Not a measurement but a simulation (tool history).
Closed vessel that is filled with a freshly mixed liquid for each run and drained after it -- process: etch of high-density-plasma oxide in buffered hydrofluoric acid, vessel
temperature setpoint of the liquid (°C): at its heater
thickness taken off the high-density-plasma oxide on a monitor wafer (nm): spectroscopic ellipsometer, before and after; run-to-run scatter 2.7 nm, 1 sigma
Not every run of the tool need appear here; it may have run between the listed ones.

run,hour,temperature setpoint of the liquid (°C),parts of 40 % ammonium fluoride to one part of 49 % hydrofluoric acid (parts by volume),time in the liquid (s),thickness taken off the high-density-plasma oxide on a monitor wafer (nm)
1,0.0,21.0,12.0,90,145.51
2,8.0,23.0,12.0,90,163.06
3,11.6,23.0,12.0,95,171.27
4,16.8,23.0,12.0,90,161.34
5,24.1,23.0,12.0,95,173.65
6,31.7,20.0,12.0,95,144.53
7,35.2,21.5,11.5,95,163.87

Run 8, settings as shown, results not yet in. Your forecast:
8,36.0,21.5,11.5,95,?

{"run 8": {"thickness taken off the high-density-plasma oxide on a monitor wafer (nm)": 164.02}}
